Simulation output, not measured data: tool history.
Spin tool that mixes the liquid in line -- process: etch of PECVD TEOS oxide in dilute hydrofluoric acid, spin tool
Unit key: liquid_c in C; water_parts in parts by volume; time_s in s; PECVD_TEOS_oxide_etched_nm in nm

| run | hour | liquid_c | water_parts | time_s | PECVD_TEOS_oxide_etched_nm |
|---|---|---|---|---|---|
| 1 | 0 | 22 | 220 | 275 | 14.48 |
| 2 | 2.8 | 22 | 220 | 275 | 14.51 |
| 3 | 8.8 | 25.5 | 220 | 275 | 16.463 |
| 4 | 15.9 | 23 | 230 | 275 | 14.214 |
| 5 | 21.4 | 23 | 230 | 275 | 14.102 |
| 6 | 27.7 | 21.5 | 235 | 275 | 13.097 |
| 7 | 36.2 | 20.5 | 240 | 275 | 12.304 |

Forecast run 8:
| 8 | 37.4 | 19.5 | 245 | 275 | ? |

PECVD_TEOS_oxide_etched_nm: 11.677 nm
